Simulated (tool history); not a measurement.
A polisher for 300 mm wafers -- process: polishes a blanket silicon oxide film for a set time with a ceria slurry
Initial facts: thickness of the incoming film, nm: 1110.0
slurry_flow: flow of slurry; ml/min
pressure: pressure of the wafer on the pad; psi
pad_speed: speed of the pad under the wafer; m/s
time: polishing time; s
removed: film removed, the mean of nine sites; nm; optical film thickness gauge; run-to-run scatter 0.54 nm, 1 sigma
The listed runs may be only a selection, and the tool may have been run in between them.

| run | hour | slurry_flow | pressure | pad_speed | time | removed |
|---|---|---|---|---|---|---|
| 1 | 0 | 130 | 2.1 | 0.86 | 32 | 99.151 |
| 2 | 6.2 | 120 | 2 | 0.86 | 32 | 93.088 |
| 3 | 14.7 | 115 | 1.9 | 0.86 | 32 | 88.034 |
| 4 | 16.1 | 110 | 1.9 | 0.86 | 32 | 88.157 |
| 5 | 22.5 | 105 | 1.8 | 0.86 | 32 | 82.104 |
| 6 | 28.6 | 105 | 1.8 | 1.04 | 32 | 95.691 |
| 7 | 29.9 | 100 | 1.7 | 1.04 | 32 | 89.795 |

Run 8 is up next; what results do you expect?
| 8 | 38.5 | 95 | 1.6 | 1.04 | 32 | ? |

Run 8 yielded removed 85.848 nm.

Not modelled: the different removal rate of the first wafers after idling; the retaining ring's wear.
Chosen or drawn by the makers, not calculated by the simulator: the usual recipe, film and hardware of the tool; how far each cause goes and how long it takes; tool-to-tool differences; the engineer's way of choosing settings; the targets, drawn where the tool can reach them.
